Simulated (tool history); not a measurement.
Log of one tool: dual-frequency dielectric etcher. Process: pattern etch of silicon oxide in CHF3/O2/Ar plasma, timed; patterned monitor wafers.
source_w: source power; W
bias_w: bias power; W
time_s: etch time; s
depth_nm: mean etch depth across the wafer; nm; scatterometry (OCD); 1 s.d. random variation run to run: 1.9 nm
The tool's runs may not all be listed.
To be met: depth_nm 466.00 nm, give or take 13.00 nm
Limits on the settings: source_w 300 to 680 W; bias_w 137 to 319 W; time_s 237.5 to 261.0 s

run  hour  source_w  bias_w  time_s  depth_nm
  1   0.0       490     228   261.0    518.05
  2   8.1       490     228   261.0    522.22
  3  16.8       490     198   261.0    500.98
  4  18.5       490     177   261.0    490.64
  5  24.8       490     215   261.0    515.04
  6  33.5       560     215   261.0    544.63
     36.9  -- bias power generator calibrated
  7  36.9       530     209   259.5    527.24
  8  44.9       510     205   258.5    511.82
  9  50.9       490     201   257.5    495.81
 10  52.5       480     199   257.0    493.20
 11  58.8       470     197   256.5    484.19
 12  59.6       460     196   256.5    479.57
 13  63.9       460     196   256.5    480.09

5 candidate next runs follow, results not yet known. Just one meets every target within its allowed miss. Identify it.
  A  68.2       530     214   244.5         ?
  B  68.2       440     273   252.5         ?
  C  68.2       460     180   253.0         ?
  D  68.2       490     202   257.0         ?
  E  68.2       500     212   246.5         ?

move  depth_nm
   A    498.66
   B    504.96
   C    463.02
   D    498.32
   E    488.38
A: lands further from the targets than the last run did
B: lands further from the targets than the last run did
C: all results in spec
D: lands further from the targets than the last run did
E: lands further from the targets than the last run did
C meets every target.
